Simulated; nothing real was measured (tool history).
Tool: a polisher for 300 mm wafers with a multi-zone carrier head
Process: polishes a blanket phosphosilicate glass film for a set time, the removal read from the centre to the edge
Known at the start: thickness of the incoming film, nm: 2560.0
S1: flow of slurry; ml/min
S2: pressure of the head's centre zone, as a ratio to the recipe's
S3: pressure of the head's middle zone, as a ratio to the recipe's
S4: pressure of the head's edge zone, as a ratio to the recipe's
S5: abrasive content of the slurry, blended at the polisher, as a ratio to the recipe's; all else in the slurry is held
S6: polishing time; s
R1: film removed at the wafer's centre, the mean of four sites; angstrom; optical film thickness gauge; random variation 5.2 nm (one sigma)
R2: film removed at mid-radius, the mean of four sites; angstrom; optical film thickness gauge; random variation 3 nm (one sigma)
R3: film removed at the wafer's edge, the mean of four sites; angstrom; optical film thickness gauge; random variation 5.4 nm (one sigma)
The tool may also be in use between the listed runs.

run  hour   S1    S2    S3    S4    S5  S6      R1      R2      R3
  1   0.0  250  1.00  1.00  1.00  1.00  76  5291.2  5966.1  5945.1
  2   5.1  250  1.00  1.00  1.06  1.00  76  5461.2  5864.7  6132.0
  3   8.7  245  0.98  0.97  1.01  0.85  75  4760.7  5223.7  5379.7
  4  13.2  240  0.95  0.94  0.96  0.80  75  4366.0  4849.8  4941.3
  5  14.5  230  0.92  0.93  0.93  0.80  75  4251.1  4748.8  4934.1
  6  19.5  230  0.90  0.93  0.90  0.75  75  4016.5  4617.3  4675.4
  7  22.2  225  0.89  0.93  0.88  0.75  75  3942.0  4538.6  4550.6
  8  27.9  220  0.88  0.93  0.87  0.75  75  3896.8  4571.8  4534.6
     29.0  -- centre zone pressure recalibrated
  9  29.0  215  0.87  0.93  0.86  0.75  75  4297.7  4565.3  4471.4

Forecast run 10:
 10  33.7  235  0.87  0.92  0.85  0.75  75   ?   ?   ?

R1: 4293.9 angstrom
R2: 4539.2 angstrom
R3: 4543.0 angstrom
